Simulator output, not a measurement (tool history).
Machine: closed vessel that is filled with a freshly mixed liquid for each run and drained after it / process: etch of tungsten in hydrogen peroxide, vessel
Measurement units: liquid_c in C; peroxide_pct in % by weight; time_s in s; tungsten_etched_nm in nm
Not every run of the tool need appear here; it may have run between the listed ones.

run 1 day=0.000 | liquid_c=46.0 peroxide_pct=18.5 time_s=95 | tungsten_etched_nm=134.92
run 2 day=0.042 | liquid_c=46.0 peroxide_pct=16.5 time_s=95 | tungsten_etched_nm=129.22
run 3 day=0.167 | liquid_c=46.5 peroxide_pct=16.5 time_s=95 | tungsten_etched_nm=132.82
run 4 day=0.279 | liquid_c=47.0 peroxide_pct=16.5 time_s=95 | tungsten_etched_nm=138.65
run 5 day=0.346 | liquid_c=47.0 peroxide_pct=19.5 time_s=95 | tungsten_etched_nm=147.68
run 6 day=0.496 | liquid_c=51.0 peroxide_pct=19.5 time_s=95 | tungsten_etched_nm=187.92

Forecast run 7:
run 7 day=0.579 | liquid_c=50.5 peroxide_pct=19.5 time_s=95 | tungsten_etched_nm=?

tungsten_etched_nm: 186.59 nm
